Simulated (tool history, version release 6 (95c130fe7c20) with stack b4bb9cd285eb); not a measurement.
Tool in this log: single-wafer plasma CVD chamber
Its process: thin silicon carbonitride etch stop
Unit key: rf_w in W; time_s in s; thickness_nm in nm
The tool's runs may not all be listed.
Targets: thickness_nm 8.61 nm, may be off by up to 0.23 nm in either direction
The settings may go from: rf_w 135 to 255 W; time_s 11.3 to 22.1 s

run	day	rf_w	time_s	thickness_nm
1	0	195	16.7	10.198
2	0.225	195	14.8	9.0268
3	0.275	195	12.7	7.7706
4	0.646	205	13	8.1616
5	0.779	210	13.1	8.2627
6	0.875	210	15.3	9.6713
7	0.908	200	15.1	9.3695
# day 1.188: RF generator calibrated
8	1.188	190	15	9.3839
9	1.433	190	14.6	9.1492
10	1.692	190	14.3	8.9023
11	1.746	190	14.3	8.9727

Exercise: of the 5 proposed moves below, exactly one satisfies all targets within the stated allowed misses. Which move is it?
A	1.8	195	14.3	?
B	1.8	205	14.1	?
C	1.8	230	12.7	?
D	1.8	220	14.1	?
E	1.8	195	14.4	?

move	thickness_nm
A	9.0896
B	9.164
C	8.6711
D	9.4481
E	9.1532
A: further off than the last run
B: further off than the last run
C: meets every target
D: further off than the last run
E: further off than the last run
C is the move that brings every result within its allowed miss.
